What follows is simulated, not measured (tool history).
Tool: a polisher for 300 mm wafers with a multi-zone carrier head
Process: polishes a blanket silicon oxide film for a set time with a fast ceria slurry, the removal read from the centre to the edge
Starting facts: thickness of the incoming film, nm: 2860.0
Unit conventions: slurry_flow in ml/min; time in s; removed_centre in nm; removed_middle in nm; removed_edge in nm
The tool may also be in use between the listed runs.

run 1 hour=0.0 | slurry_flow=220 centre_zone=1.00 middle_zone=1.00 edge_zone=1.00 time=65 | removed_centre=784.83 removed_middle=788.45 removed_edge=780.36
run 2 hour=1.0 | slurry_flow=195 centre_zone=1.00 middle_zone=1.00 edge_zone=1.00 time=65 | removed_centre=772.26 removed_middle=772.23 removed_edge=799.42
run 3 hour=6.4 | slurry_flow=195 centre_zone=1.00 middle_zone=0.95 edge_zone=1.00 time=65 | removed_centre=769.56 removed_middle=746.31 removed_edge=766.10
run 4 hour=14.3 | slurry_flow=195 centre_zone=1.05 middle_zone=0.99 edge_zone=1.04 time=66 | removed_centre=825.81 removed_middle=779.94 removed_edge=808.71
run 5 hour=19.3 | slurry_flow=195 centre_zone=1.12 middle_zone=0.99 edge_zone=1.04 time=66 | removed_centre=865.68 removed_middle=787.49 removed_edge=803.02
run 6 hour=23.1 | slurry_flow=165 centre_zone=1.12 middle_zone=0.99 edge_zone=1.04 time=66 | removed_centre=846.35 removed_middle=751.34 removed_edge=779.95
run 7 hour=27.2 | slurry_flow=195 centre_zone=1.13 middle_zone=0.99 edge_zone=1.08 time=67 | removed_centre=899.55 removed_middle=791.35 removed_edge=833.77
run 8 hour=34.6 | slurry_flow=215 centre_zone=1.13 middle_zone=0.99 edge_zone=1.11 time=67 | removed_centre=906.09 removed_middle=804.83 removed_edge=842.72
run 9 hour=35.3 | slurry_flow=225 centre_zone=1.13 middle_zone=0.99 edge_zone=1.13 time=68 | removed_centre=907.21 removed_middle=826.18 removed_edge=875.69
run 10 hour=42.2 | slurry_flow=235 centre_zone=1.15 middle_zone=0.99 edge_zone=1.14 time=69 | removed_centre=961.58 removed_middle=843.39 removed_edge=908.17

Forecast run 11:
run 11 hour=43.9 | slurry_flow=245 centre_zone=1.16 middle_zone=0.99 edge_zone=1.14 time=69 | removed_centre=? removed_middle=? removed_edge=?

Run 11 measured removed_centre 998.83 nm, removed_middle 849.32 nm, removed_edge 895.08 nm.

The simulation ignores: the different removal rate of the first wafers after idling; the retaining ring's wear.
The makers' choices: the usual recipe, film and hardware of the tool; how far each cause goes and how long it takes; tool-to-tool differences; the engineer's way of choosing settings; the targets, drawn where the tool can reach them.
